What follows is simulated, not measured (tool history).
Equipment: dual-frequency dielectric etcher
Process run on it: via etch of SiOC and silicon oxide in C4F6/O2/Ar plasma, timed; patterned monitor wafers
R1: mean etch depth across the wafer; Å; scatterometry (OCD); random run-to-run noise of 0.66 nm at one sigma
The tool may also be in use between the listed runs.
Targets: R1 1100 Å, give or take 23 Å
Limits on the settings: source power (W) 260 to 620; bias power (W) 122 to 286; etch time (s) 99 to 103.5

Run 1, hour 0: source power (W) 440, bias power (W) 204, etch time (s) 99. Result: R1 1243.8 Å.
Run 2, hour 5.2: source power (W) 440, bias power (W) 235, etch time (s) 99. Result: R1 1310.2 Å.
Run 3, hour 12: source power (W) 440, bias power (W) 235, etch time (s) 99. Result: R1 1303.8 Å.
Run 4, hour 15.4: source power (W) 440, bias power (W) 235, etch time (s) 99. Result: R1 1308.7 Å.
Run 5, hour 21.1: source power (W) 400, bias power (W) 235, etch time (s) 99. Result: R1 1272.8 Å.
Run 6, hour 26.3: source power (W) 440, bias power (W) 235, etch time (s) 99. Result: R1 1319.8 Å.
Run 7, hour 27.6: source power (W) 410, bias power (W) 231, etch time (s) 99. Result: R1 1263.4 Å.
Run 8, hour 29: source power (W) 390, bias power (W) 229, etch time (s) 99. Result: R1 1234.5 Å.
Run 9, hour 30: source power (W) 370, bias power (W) 227, etch time (s) 99. Result: R1 1201.6 Å.
Run 10, hour 39: source power (W) 360, bias power (W) 226, etch time (s) 99. Result: R1 1189.6 Å.
Run 11, hour 47.6: source power (W) 360, bias power (W) 226, etch time (s) 99. Result: R1 1181 Å.
Run 12, hour 52.9: source power (W) 350, bias power (W) 225, etch time (s) 99. Result: R1 1171.8 Å.
Run 13, hour 61.1: source power (W) 340, bias power (W) 224, etch time (s) 99. Result: R1 1164.7 Å.
Run 14, hour 62.3: source power (W) 330, bias power (W) 223, etch time (s) 99. Result: R1 1137 Å.
Run 15, hour 65: source power (W) 330, bias power (W) 223, etch time (s) 99. Result: R1 1147.2 Å.

Consider the 5 candidate settings below. Which is the only one whose results all fall within their allowed miss of target?
Run A, hour 67.7: source power (W) 340, bias power (W) 207, etch time (s) 101. Result: R1 ?.
Run B, hour 67.7: source power (W) 340, bias power (W) 194, etch time (s) 102.5. Result: R1 ?.
Run C, hour 67.7: source power (W) 350, bias power (W) 232, etch time (s) 102.5. Result: R1 ?.
Run D, hour 67.7: source power (W) 260, bias power (W) 255, etch time (s) 102. Result: R1 ?.
Run E, hour 67.7: source power (W) 300, bias power (W) 235, etch time (s) 103.5. Result: R1 ?.

move      R1
   A  1153.7
   B  1147.9
   C  1229.3
   D    1099
   E  1161.5
A: the biggest miss grows against the last run
B: about the same distance from the targets as the last run
C: the biggest miss grows against the last run
D: all results in spec
E: the biggest miss grows against the last run
So the answer is move D, the one that meets all the targets.

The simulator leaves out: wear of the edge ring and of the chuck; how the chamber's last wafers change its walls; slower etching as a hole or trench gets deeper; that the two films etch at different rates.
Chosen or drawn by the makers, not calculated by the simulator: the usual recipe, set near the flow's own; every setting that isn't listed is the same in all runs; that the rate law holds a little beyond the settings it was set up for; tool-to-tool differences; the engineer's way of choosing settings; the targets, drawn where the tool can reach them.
